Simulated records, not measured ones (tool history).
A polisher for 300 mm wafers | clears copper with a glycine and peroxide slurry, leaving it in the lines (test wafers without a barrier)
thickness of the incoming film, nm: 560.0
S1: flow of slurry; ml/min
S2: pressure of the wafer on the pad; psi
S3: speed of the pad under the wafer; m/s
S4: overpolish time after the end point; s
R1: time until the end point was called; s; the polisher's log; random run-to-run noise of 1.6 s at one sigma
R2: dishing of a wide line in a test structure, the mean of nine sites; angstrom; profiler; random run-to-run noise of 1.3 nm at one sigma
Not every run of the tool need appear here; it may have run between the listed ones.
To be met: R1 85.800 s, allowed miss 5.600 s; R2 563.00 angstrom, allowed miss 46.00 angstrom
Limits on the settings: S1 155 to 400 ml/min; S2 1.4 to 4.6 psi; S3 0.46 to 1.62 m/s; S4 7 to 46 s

Run 1, hour 0.0: S1 255 ml/min, S2 3.0 psi, S3 1.04 m/s, S4 24 s. Result: R1 106.530 s, R2 771.28 angstrom.
Run 2, hour 5.4: S1 255 ml/min, S2 3.1 psi, S3 1.06 m/s, S4 20 s. Result: R1 102.230 s, R2 718.78 angstrom.
Run 3, hour 9.4: S1 255 ml/min, S2 3.1 psi, S3 0.90 m/s, S4 20 s. Result: R1 116.610 s, R2 643.73 angstrom.
Run 4, hour 14.3: S1 255 ml/min, S2 3.1 psi, S3 0.90 m/s, S4 12 s. Result: R1 117.860 s, R2 411.43 angstrom.
Run 5, hour 21.8: S1 255 ml/min, S2 3.3 psi, S3 0.92 m/s, S4 12 s. Result: R1 106.430 s, R2 432.07 angstrom.
Run 6, hour 30.9: S1 255 ml/min, S2 3.3 psi, S3 0.70 m/s, S4 12 s. Result: R1 138.670 s, R2 367.92 angstrom.
At hour 39.5: worn pad replaced by a new one.
Run 7, hour 39.5: S1 255 ml/min, S2 3.6 psi, S3 0.74 m/s, S4 13 s. Result: R1 114.410 s, R2 465.66 angstrom.
Run 8, hour 45.1: S1 255 ml/min, S2 3.6 psi, S3 0.74 m/s, S4 13 s. Result: R1 114.780 s, R2 459.22 angstrom.
Run 9, hour 47.8: S1 255 ml/min, S2 3.8 psi, S3 0.74 m/s, S4 13 s. Result: R1 111.050 s, R2 470.16 angstrom.
Run 10, hour 53.3: S1 255 ml/min, S2 4.0 psi, S3 0.74 m/s, S4 13 s. Result: R1 106.800 s, R2 500.87 angstrom.

Which of these 4 next moves meets every target?
Run A, hour 58.8: S1 215 ml/min, S2 4.4 psi, S3 0.88 m/s, S4 17 s. Result: R1 ?, R2 ?.
Run B, hour 58.8: S1 290 ml/min, S2 3.9 psi, S3 1.20 m/s, S4 14 s. Result: R1 ?, R2 ?.
Run C, hour 58.8: S1 255 ml/min, S2 3.8 psi, S3 0.98 m/s, S4 13 s. Result: R1 ?, R2 ?.
Run D, hour 58.8: S1 280 ml/min, S2 4.1 psi, S3 0.92 m/s, S4 18 s. Result: R1 ?, R2 ?.

move      R1      R2
   A  84.908  713.12
   B  69.423  707.40
   C  85.948  571.77
   D  84.167  745.55
A: brings the result that was furthest off to its target, and leaves another outside
B: the result that was furthest off in the last run now lies on the other side of its target
C: every result lands within tolerance
D: brings the result that was furthest off to its target, and leaves another outside
Move C is the one to make.
